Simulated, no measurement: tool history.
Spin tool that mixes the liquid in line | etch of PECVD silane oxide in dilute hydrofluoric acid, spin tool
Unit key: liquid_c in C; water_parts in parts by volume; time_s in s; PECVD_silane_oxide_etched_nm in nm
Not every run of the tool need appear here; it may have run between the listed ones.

Run 1, hour 0.0: liquid_c 24.0 C, water_parts 180 parts by volume, time_s 100 s. Result: PECVD_silane_oxide_etched_nm 25.893 nm.
Run 2, hour 4.1: liquid_c 22.5 C, water_parts 190 parts by volume, time_s 100 s. Result: PECVD_silane_oxide_etched_nm 23.274 nm.
Run 3, hour 6.3: liquid_c 19.0 C, water_parts 190 parts by volume, time_s 100 s. Result: PECVD_silane_oxide_etched_nm 20.157 nm.
Run 4, hour 14.7: liquid_c 18.5 C, water_parts 195 parts by volume, time_s 100 s. Result: PECVD_silane_oxide_etched_nm 19.106 nm.
Run 5, hour 22.7: liquid_c 18.5 C, water_parts 195 parts by volume, time_s 110 s. Result: PECVD_silane_oxide_etched_nm 21.137 nm.
Run 6, hour 27.6: liquid_c 18.0 C, water_parts 205 parts by volume, time_s 110 s. Result: PECVD_silane_oxide_etched_nm 19.260 nm.
Run 7, hour 34.7: liquid_c 18.0 C, water_parts 210 parts by volume, time_s 110 s. Result: PECVD_silane_oxide_etched_nm 18.846 nm.

Predict the results of run 8:
Run 8, hour 41.1: liquid_c 18.0 C, water_parts 215 parts by volume, time_s 110 s. Result: PECVD_silane_oxide_etched_nm ?.

Run 8 produced PECVD_silane_oxide_etched_nm 18.189 nm.

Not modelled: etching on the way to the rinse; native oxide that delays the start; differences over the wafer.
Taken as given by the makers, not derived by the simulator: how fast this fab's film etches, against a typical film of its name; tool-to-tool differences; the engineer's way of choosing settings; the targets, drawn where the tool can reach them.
